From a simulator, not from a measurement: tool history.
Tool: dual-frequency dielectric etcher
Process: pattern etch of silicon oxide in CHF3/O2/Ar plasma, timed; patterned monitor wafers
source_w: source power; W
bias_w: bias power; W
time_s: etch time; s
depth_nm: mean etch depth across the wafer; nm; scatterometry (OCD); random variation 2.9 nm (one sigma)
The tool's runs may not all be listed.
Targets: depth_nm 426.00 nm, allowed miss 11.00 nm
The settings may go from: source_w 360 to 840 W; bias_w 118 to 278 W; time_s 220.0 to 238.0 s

{"run": 1, "hour": 0.0, "source_w": 600, "bias_w": 198, "time_s": 238.0, "depth_nm": 472.83}
{"run": 2, "hour": 8.8, "source_w": 580, "bias_w": 195, "time_s": 237.5, "depth_nm": 459.0}
{"run": 3, "hour": 9.4, "source_w": 580, "bias_w": 218, "time_s": 237.5, "depth_nm": 485.29}
{"run": 4, "hour": 11.4, "source_w": 550, "bias_w": 215, "time_s": 237.0, "depth_nm": 460.36}
{"run": 5, "hour": 17.5, "source_w": 640, "bias_w": 215, "time_s": 237.0, "depth_nm": 498.57}
{"run": 6, "hour": 25.5, "source_w": 610, "bias_w": 212, "time_s": 236.5, "depth_nm": 488.36}
{"run": 7, "hour": 33.1, "source_w": 590, "bias_w": 210, "time_s": 236.5, "depth_nm": 475.48}
{"run": 8, "hour": 35.8, "source_w": 570, "bias_w": 208, "time_s": 236.5, "depth_nm": 465.23}
{"run": 9, "hour": 38.2, "source_w": 550, "bias_w": 207, "time_s": 236.5, "depth_nm": 459.94}
{"run": 10, "hour": 39.1, "source_w": 530, "bias_w": 206, "time_s": 236.5, "depth_nm": 457.99}
{"run": 11, "hour": 46.0, "source_w": 530, "bias_w": 206, "time_s": 236.5, "depth_nm": 451.55}
{"run": 12, "hour": 48.4, "source_w": 520, "bias_w": 205, "time_s": 236.5, "depth_nm": 446.53}
{"run": 13, "hour": 55.3, "source_w": 520, "bias_w": 205, "time_s": 236.5, "depth_nm": 442.09}

Which of these 4 next moves meets every target?
{"run": "A", "hour": 62.2, "source_w": 630, "bias_w": 204, "time_s": 225.5, "depth_nm": "?"}
{"run": "B", "hour": 62.2, "source_w": 670, "bias_w": 219, "time_s": 220.0, "depth_nm": "?"}
{"run": "C", "hour": 62.2, "source_w": 540, "bias_w": 214, "time_s": 238.0, "depth_nm": "?"}
{"run": "D", "hour": 62.2, "source_w": 550, "bias_w": 190, "time_s": 226.5, "depth_nm": "?"}

move=A depth_nm=460.71
move=B depth_nm=474.20
move=C depth_nm=462.28
move=D depth_nm=424.10
A: further off than the last run
B: further off than the last run
C: further off than the last run
D: meets every target
The right move is D.
